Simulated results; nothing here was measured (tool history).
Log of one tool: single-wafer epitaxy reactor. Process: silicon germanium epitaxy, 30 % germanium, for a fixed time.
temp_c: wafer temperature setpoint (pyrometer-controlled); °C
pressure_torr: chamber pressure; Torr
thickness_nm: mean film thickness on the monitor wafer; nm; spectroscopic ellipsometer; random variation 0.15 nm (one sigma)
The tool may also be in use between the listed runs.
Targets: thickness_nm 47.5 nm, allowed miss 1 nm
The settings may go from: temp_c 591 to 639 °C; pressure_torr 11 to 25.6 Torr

run	hour	temp_c	pressure_torr	thickness_nm
1	0	615	18.3	77.561
2	3.3	611	17.8	71.619
3	9	605	17.8	63.704
4	12.1	615	17.8	77.134
5	19.2	611	17.5	71.01
6	26.6	608	17.3	66.864
7	28.1	605	17.1	62.768
8	33	603	17	60.288
9	36.8	591	15.7	46.432

5 next moves are on the table. One of them brings every result within its allowed miss. Which?
A	40.6	596	12.7	?
B	40.6	591	15	?
C	40.6	591	15.3	?
D	40.6	592	12.8	?
E	40.6	591	14.4	?

move	thickness_nm
A	47.482
B	45.625
C	45.951
D	43.992
E	44.964
A: meets every target
B: further off than the last run
C: further off than the last run
D: further off than the last run
E: further off than the last run
The right move is A.

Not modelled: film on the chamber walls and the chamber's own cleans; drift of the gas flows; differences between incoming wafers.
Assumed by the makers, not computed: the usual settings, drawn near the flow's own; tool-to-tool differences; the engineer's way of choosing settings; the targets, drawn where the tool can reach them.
